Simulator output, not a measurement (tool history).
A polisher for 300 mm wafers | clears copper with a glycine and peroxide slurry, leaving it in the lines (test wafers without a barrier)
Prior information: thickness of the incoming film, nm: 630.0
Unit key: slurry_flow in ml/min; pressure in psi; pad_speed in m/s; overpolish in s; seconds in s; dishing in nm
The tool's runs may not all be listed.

{"run": 1, "hour": 0.0, "slurry_flow": 265, "pressure": 3, "pad_speed": 0.9, "overpolish": 25, "seconds": 153.82, "dishing": 52.438}
{"run": 2, "hour": 6.5, "slurry_flow": 215, "pressure": 3, "pad_speed": 0.9, "overpolish": 25, "seconds": 155.63, "dishing": 53.324}
{"run": 3, "hour": 8.3, "slurry_flow": 215, "pressure": 3, "pad_speed": 0.9, "overpolish": 34, "seconds": 154.91, "dishing": 63.719}
{"run": 4, "hour": 11.7, "slurry_flow": 215, "pressure": 3, "pad_speed": 0.9, "overpolish": 43, "seconds": 156.15, "dishing": 71.996}
{"run": 5, "hour": 15.7, "slurry_flow": 215, "pressure": 3, "pad_speed": 0.9, "overpolish": 47, "seconds": 155.7, "dishing": 75.836}
{"run": 6, "hour": 19.4, "slurry_flow": 220, "pressure": 3.2, "pad_speed": 0.94, "overpolish": 44, "seconds": 140.32, "dishing": 75.78}
{"run": 7, "hour": 20.6, "slurry_flow": 220, "pressure": 3.4, "pad_speed": 0.96, "overpolish": 42, "seconds": 130.59, "dishing": 76.573}
{"run": 8, "hour": 22.0, "slurry_flow": 235, "pressure": 4.2, "pad_speed": 1.22, "overpolish": 30, "seconds": 88.697, "dishing": 78.8}

Forecast run 9:
{"run": 9, "hour": 22.7, "slurry_flow": 235, "pressure": 4.3, "pad_speed": 1.22, "overpolish": 30, "seconds": "?", "dishing": "?"}

seconds: 88.179 s
dishing: 79.235 nm
